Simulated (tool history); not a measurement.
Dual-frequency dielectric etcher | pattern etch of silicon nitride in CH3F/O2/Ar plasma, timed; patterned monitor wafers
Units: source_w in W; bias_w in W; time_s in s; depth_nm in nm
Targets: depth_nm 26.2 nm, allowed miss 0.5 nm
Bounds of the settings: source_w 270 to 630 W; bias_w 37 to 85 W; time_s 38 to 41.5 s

run,hour,source_w,bias_w,time_s,depth_nm
1,0,450,61,41.5,29.523
2,8.8,450,65,41.5,30.162
3,10.7,420,64,41.5,29.561
4,14.2,390,62,41.5,28.398
5,17,390,66,41.5,28.767
6,21.1,440,66,41.5,30.279
7,27.2,440,66,41.5,30.35
# hour 34.9: source power generator calibrated
8,34.9,400,65,41.5,29.41
9,37,380,63,41.5,28.631
10,44.1,360,61,41.5,27.8
11,53,340,60,41.5,26.933

Which of these 4 next moves meets every target?
A,61.9,320,62,40.5,?
B,61.9,350,54,39.5,?
C,61.9,270,71,39.5,?
D,61.9,270,63,41.5,?

move,depth_nm
A,26.209
B,24.983
C,25.407
D,25.389
A: meets every target
B: takes the result that was furthest off past its target
C: takes the result that was furthest off past its target
D: takes the result that was furthest off past its target
Answer: A
